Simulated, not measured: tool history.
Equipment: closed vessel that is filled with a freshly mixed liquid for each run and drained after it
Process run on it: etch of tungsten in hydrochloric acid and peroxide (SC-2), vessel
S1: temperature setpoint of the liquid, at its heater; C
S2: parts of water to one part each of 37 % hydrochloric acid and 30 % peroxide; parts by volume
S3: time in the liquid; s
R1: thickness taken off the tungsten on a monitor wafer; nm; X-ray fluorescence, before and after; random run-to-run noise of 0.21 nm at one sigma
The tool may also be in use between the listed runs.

run,hour,S1,S2,S3,R1
1,0.0,62.0,5.5,30,29.632
2,7.8,60.5,5.5,30,27.885
3,13.9,59.0,5.5,30,24.714
4,19.8,63.5,5.5,30,33.363
5,28.7,68.5,5.5,30,44.354
6,34.0,68.5,5.5,30,44.984
7,39.1,65.0,5.5,30,35.315
8,40.1,62.5,5.5,30,30.765
9,40.7,55.0,5.5,30,19.344

For run 10, what comes out?
10,46.3,55.5,5.5,30,?

R1: 19.882 nm

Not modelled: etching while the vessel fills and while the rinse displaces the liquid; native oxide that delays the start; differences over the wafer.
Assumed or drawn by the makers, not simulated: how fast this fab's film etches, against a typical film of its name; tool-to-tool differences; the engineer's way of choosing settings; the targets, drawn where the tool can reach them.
